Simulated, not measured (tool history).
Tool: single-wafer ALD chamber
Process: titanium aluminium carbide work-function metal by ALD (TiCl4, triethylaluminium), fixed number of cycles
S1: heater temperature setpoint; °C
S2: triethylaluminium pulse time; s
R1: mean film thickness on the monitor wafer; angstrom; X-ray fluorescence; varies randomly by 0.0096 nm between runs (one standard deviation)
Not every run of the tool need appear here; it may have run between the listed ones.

Run 1, hour 0.0: S1 290 °C, S2 8.69 s. Result: R1 18.169 angstrom.
Run 2, hour 7.7: S1 280 °C, S2 8.69 s. Result: R1 17.406 angstrom.
Run 3, hour 15.5: S1 285 °C, S2 9.04 s. Result: R1 17.808 angstrom.
Run 4, hour 24.0: S1 289 °C, S2 9.38 s. Result: R1 18.358 angstrom.
Run 5, hour 32.3: S1 285 °C, S2 9.38 s. Result: R1 18.241 angstrom.
Run 6, hour 38.0: S1 288 °C, S2 9.57 s. Result: R1 18.393 angstrom.
Run 7, hour 43.3: S1 291 °C, S2 9.76 s. Result: R1 18.819 angstrom.
Run 8, hour 46.6: S1 293 °C, S2 9.86 s. Result: R1 19.009 angstrom.
Run 9, hour 51.3: S1 295 °C, S2 9.95 s. Result: R1 19.183 angstrom.
Run 10, hour 53.3: S1 296 °C, S2 10.03 s. Result: R1 19.251 angstrom.
Run 11, hour 59.0: S1 297 °C, S2 10.12 s. Result: R1 19.304 angstrom.

What will run 12 give?
Run 12, hour 65.9: S1 298 °C, S2 10.21 s. Result: R1 ?.

{"run 12": {"R1": 19.441}}
